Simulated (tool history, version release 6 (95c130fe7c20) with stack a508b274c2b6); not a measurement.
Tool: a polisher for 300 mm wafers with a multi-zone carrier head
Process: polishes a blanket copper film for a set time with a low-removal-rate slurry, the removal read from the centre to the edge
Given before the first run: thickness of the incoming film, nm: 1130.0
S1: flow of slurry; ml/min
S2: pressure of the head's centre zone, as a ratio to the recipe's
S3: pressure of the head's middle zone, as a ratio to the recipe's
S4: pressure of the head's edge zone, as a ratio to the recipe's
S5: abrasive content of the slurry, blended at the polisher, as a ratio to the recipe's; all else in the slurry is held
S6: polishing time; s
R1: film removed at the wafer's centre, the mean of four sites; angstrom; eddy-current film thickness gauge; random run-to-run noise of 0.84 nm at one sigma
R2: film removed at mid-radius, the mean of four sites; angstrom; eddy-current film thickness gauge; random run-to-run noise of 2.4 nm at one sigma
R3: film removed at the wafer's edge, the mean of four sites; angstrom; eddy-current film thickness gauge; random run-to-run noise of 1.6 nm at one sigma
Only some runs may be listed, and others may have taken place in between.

run    day   S1    S2    S3    S4    S5  S6      R1      R2      R3
  1  0.000  140  1.00  1.00  1.00  1.00  70  1896.7  1928.1  1871.7
  2  0.088  140  1.06  1.00  1.00  1.00  70  2009.4  1961.6  1888.0
  3  0.242  135  1.03  1.01  0.99  0.95  70  1897.6  1917.0  1848.2
  4  0.617  135  1.01  1.02  0.97  0.90  69  1835.3  1875.0  1703.1
  5  0.658  130  0.99  1.03  0.98  0.85  69  1754.5  1844.1  1715.1
  6  0.854  130  0.99  1.03  0.98  0.85  77  1956.5  2029.2  1892.3
  7  0.962  130  0.99  1.03  0.98  0.85  77  1960.0  2053.6  1957.6
  8  1.062  125  0.97  1.04  0.98  0.80  76  1856.7  1978.5  1803.8
  9  1.204  120  0.95  1.05  1.00  0.75  75  1726.4  1943.4  1775.3
 10  1.271  115  0.93  1.05  1.00  0.70  75  1649.7  1896.7  1704.8
 11  1.621  110  0.92  1.05  1.00  0.70  75  1625.5  1823.4  1745.9
 12  1.712  110  0.91  1.06  0.99  0.70  74  1573.6  1809.6  1681.2
 13  1.800   90  0.81  1.06  0.91  0.50  71  1145.0  1459.4  1334.4

Run 14, settings as shown, results not yet in. Your forecast:
 14  1.942  95  0.81  1.06  0.91  0.50  71   ?   ?   ?

Run 14 measured R1 1165.3 angstrom, R2 1512.7 angstrom, R3 1376.4 angstrom.
